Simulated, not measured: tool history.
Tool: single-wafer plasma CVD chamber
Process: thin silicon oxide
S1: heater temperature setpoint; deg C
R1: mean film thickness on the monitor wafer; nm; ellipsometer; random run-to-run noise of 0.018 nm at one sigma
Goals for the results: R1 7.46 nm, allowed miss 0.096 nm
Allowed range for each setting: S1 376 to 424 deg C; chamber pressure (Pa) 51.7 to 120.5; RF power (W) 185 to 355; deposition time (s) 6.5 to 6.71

run 1 hour=0 | S1=400 chamber_pressure_(Pa)=86.1 RF_power_(W)=270 deposition_time_(s)=6.5 | R1=8.9441
run 2 hour=6.7 | S1=400 chamber_pressure_(Pa)=86.1 RF_power_(W)=250 deposition_time_(s)=6.5 | R1=8.6137
run 3 hour=15.2 | S1=400 chamber_pressure_(Pa)=86.1 RF_power_(W)=285 deposition_time_(s)=6.5 | R1=9.1132
run 4 hour=22.3 | S1=400 chamber_pressure_(Pa)=82 RF_power_(W)=285 deposition_time_(s)=6.5 | R1=8.6985
run 5 hour=29.9 | S1=400 chamber_pressure_(Pa)=78.7 RF_power_(W)=285 deposition_time_(s)=6.5 | R1=8.3654
run 6 hour=37.1 | S1=400 chamber_pressure_(Pa)=76.1 RF_power_(W)=285 deposition_time_(s)=6.5 | R1=8.0602
run 7 hour=41.3 | S1=400 chamber_pressure_(Pa)=74.5 RF_power_(W)=285 deposition_time_(s)=6.5 | R1=7.9333
run 8 hour=44.6 | S1=400 chamber_pressure_(Pa)=73.2 RF_power_(W)=285 deposition_time_(s)=6.5 | R1=7.75

Next run, 4 choices. One meets every target within its allowed miss, the rest don't. Which?
run A hour=47.9 | S1=393 chamber_pressure_(Pa)=69.3 RF_power_(W)=265 deposition_time_(s)=6.71 | R1=?
run B hour=47.9 | S1=392 chamber_pressure_(Pa)=67.2 RF_power_(W)=315 deposition_time_(s)=6.71 | R1=?
run C hour=47.9 | S1=402 chamber_pressure_(Pa)=70.8 RF_power_(W)=295 deposition_time_(s)=6.59 | R1=?
run D hour=47.9 | S1=401 chamber_pressure_(Pa)=72.1 RF_power_(W)=270 deposition_time_(s)=6.71 | R1=?

move=A R1=7.3928
move=B R1=7.7293
move=C R1=7.7177
move=D R1=7.7057
A: every result within its allowed miss
B: moves toward the targets from the last run without getting all of them in spec
C: moves toward the targets from the last run without getting all of them in spec
D: moves toward the targets from the last run without getting all of them in spec
So the answer is move A, the one that meets all the targets.
